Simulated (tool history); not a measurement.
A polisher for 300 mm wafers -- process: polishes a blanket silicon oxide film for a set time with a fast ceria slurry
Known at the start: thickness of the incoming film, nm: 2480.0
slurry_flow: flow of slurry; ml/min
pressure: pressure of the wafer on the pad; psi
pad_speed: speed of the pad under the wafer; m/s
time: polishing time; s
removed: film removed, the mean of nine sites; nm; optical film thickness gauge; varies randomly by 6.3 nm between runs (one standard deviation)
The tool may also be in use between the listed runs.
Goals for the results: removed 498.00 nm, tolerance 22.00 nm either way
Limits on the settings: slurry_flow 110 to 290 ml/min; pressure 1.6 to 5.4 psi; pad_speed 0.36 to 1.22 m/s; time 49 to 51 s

{"run": 1, "hour": 0.0, "slurry_flow": 185, "pressure": 3.5, "pad_speed": 0.78, "time": 49, "removed": 786.84}
{"run": 2, "hour": 7.6, "slurry_flow": 185, "pressure": 3.5, "pad_speed": 0.7, "time": 49, "removed": 726.83}
{"run": 3, "hour": 13.5, "slurry_flow": 185, "pressure": 3.4, "pad_speed": 0.7, "time": 49, "removed": 705.68}
{"run": 4, "hour": 17.2, "slurry_flow": 185, "pressure": 3.8, "pad_speed": 0.7, "time": 49, "removed": 756.59}
{"run": 5, "hour": 19.4, "slurry_flow": 185, "pressure": 3.6, "pad_speed": 0.7, "time": 49, "removed": 740.56}
{"run": 6, "hour": 25.2, "slurry_flow": 185, "pressure": 3.4, "pad_speed": 0.7, "time": 49, "removed": 707.33}
{"run": 7, "hour": 32.2, "slurry_flow": 185, "pressure": 3.3, "pad_speed": 0.7, "time": 49, "removed": 690.11}
{"run": 8, "hour": 35.5, "slurry_flow": 185, "pressure": 3.2, "pad_speed": 0.7, "time": 49, "removed": 689.27}
{"run": 9, "hour": 41.6, "slurry_flow": 185, "pressure": 3.2, "pad_speed": 0.7, "time": 49, "removed": 668.25}
{"run": 10, "hour": 49.5, "slurry_flow": 185, "pressure": 3.1, "pad_speed": 0.7, "time": 49, "removed": 661.59}
{"run": 11, "hour": 56.0, "slurry_flow": 185, "pressure": 3.0, "pad_speed": 0.7, "time": 49, "removed": 653.74}
{"run": 12, "hour": 63.9, "slurry_flow": 185, "pressure": 2.9, "pad_speed": 0.7, "time": 49, "removed": 627.35}
{"run": 13, "hour": 70.2, "slurry_flow": 185, "pressure": 2.8, "pad_speed": 0.7, "time": 49, "removed": 619.51}
{"run": 14, "hour": 77.4, "slurry_flow": 185, "pressure": 2.7, "pad_speed": 0.7, "time": 49, "removed": 608.88}
{"run": 15, "hour": 78.7, "slurry_flow": 185, "pressure": 2.6, "pad_speed": 0.7, "time": 49, "removed": 586.16}
{"run": 16, "hour": 82.4, "slurry_flow": 185, "pressure": 2.5, "pad_speed": 0.7, "time": 49, "removed": 578.89}
{"run": 17, "hour": 90.6, "slurry_flow": 185, "pressure": 2.4, "pad_speed": 0.7, "time": 49, "removed": 562.5}

5 candidate next runs follow, results not yet known. Just one meets every target within its allowed miss. Identify it.
{"run": "A", "hour": 98.8, "slurry_flow": 170, "pressure": 2.9, "pad_speed": 0.62, "time": 49, "removed": "?"}
{"run": "B", "hour": 98.8, "slurry_flow": 150, "pressure": 2.2, "pad_speed": 0.58, "time": 51, "removed": "?"}
{"run": "C", "hour": 98.8, "slurry_flow": 160, "pressure": 3.1, "pad_speed": 0.46, "time": 49, "removed": "?"}
{"run": "D", "hour": 98.8, "slurry_flow": 155, "pressure": 2.9, "pad_speed": 0.5, "time": 49, "removed": "?"}
{"run": "E", "hour": 98.8, "slurry_flow": 255, "pressure": 2.8, "pad_speed": 0.52, "time": 50, "removed": "?"}

move=A removed=557.20
move=B removed=443.14
move=C removed=434.30
move=D removed=446.22
move=E removed=494.98
A: an improvement on the last run, though not all results are within tolerance
B: the result that was furthest off in the last run now lies on the other side of its target
C: the result that was furthest off in the last run now lies on the other side of its target
D: the result that was furthest off in the last run now lies on the other side of its target
E: every result lands within tolerance
The right move is E.

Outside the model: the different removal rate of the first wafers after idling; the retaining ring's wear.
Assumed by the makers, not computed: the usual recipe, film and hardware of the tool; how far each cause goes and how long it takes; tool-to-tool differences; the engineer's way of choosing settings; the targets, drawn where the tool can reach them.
